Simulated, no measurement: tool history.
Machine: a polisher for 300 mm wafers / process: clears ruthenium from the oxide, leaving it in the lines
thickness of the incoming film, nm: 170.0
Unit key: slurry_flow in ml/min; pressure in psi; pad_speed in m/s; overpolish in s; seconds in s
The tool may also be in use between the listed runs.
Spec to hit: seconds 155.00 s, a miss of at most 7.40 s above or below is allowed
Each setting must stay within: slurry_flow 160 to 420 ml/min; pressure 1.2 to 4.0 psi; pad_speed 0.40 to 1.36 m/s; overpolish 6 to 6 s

Run 1, day 0.000: slurry_flow 270 ml/min, pressure 2.6 psi, pad_speed 0.88 m/s, overpolish 6 s. Result: seconds 120.03 s.
Run 2, day 0.071: slurry_flow 270 ml/min, pressure 2.5 psi, pad_speed 0.88 m/s, overpolish 6 s. Result: seconds 126.29 s.
Run 3, day 0.442: slurry_flow 270 ml/min, pressure 2.4 psi, pad_speed 0.88 m/s, overpolish 6 s. Result: seconds 133.27 s.
Run 4, day 0.708: slurry_flow 270 ml/min, pressure 2.6 psi, pad_speed 0.88 m/s, overpolish 6 s. Result: seconds 121.30 s.
Run 5, day 1.004: slurry_flow 270 ml/min, pressure 2.5 psi, pad_speed 0.88 m/s, overpolish 6 s. Result: seconds 124.91 s.
Run 6, day 1.188: slurry_flow 215 ml/min, pressure 2.5 psi, pad_speed 0.88 m/s, overpolish 6 s. Result: seconds 127.29 s.
Run 7, day 1.446: slurry_flow 215 ml/min, pressure 2.4 psi, pad_speed 0.88 m/s, overpolish 6 s. Result: seconds 132.80 s.
Run 8, day 1.675: slurry_flow 215 ml/min, pressure 2.0 psi, pad_speed 0.86 m/s, overpolish 6 s. Result: seconds 160.85 s.

5 next moves are on the table. One of them brings every result within its allowed miss. Which?
Run A, day 1.904: slurry_flow 210 ml/min, pressure 2.0 psi, pad_speed 0.84 m/s, overpolish 6 s. Result: seconds ?.
Run B, day 1.904: slurry_flow 160 ml/min, pressure 2.7 psi, pad_speed 0.60 m/s, overpolish 6 s. Result: seconds ?.
Run C, day 1.904: slurry_flow 225 ml/min, pressure 1.8 psi, pad_speed 0.88 m/s, overpolish 6 s. Result: seconds ?.
Run D, day 1.904: slurry_flow 160 ml/min, pressure 2.5 psi, pad_speed 0.76 m/s, overpolish 6 s. Result: seconds ?.
Run E, day 1.904: slurry_flow 230 ml/min, pressure 2.0 psi, pad_speed 0.80 m/s, overpolish 6 s. Result: seconds ?.

move  seconds
   A   167.90
   B   179.55
   C   176.25
   D   154.14
   E   174.32
A: lands further from the targets than the last run did
B: lands further from the targets than the last run did
C: lands further from the targets than the last run did
D: in spec on every target
E: lands further from the targets than the last run did
Move D is the one to make.

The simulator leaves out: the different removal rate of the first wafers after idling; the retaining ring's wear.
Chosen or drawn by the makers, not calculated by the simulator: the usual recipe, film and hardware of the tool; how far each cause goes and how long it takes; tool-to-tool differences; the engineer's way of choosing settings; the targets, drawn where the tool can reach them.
